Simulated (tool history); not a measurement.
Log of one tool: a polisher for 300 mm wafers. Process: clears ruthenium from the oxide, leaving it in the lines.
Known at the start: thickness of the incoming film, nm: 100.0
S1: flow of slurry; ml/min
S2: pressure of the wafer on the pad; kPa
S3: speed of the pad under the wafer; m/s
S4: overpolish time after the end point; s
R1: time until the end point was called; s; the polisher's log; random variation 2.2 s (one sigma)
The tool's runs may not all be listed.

| run | hour | S1 | S2 | S3 | S4 | R1 |
|---|---|---|---|---|---|---|
| 1 | 0 | 255 | 10.3 | 1.02 | 26 | 151.49 |
| 2 | 8.1 | 255 | 9.7 | 1.02 | 26 | 163.46 |
| 3 | 16.1 | 255 | 9 | 1.02 | 26 | 175.53 |
| 4 | 23.3 | 255 | 8.3 | 1.02 | 26 | 193.19 |
| 5 | 32 | 255 | 7.6 | 1.02 | 26 | 206.66 |
| 6 | 40.5 | 255 | 9 | 1.02 | 26 | 175.66 |

Forecast run 7:
| 7 | 46.4 | 255 | 8.3 | 1.02 | 26 | ? |

Run 7 gave R1 188.41 s.
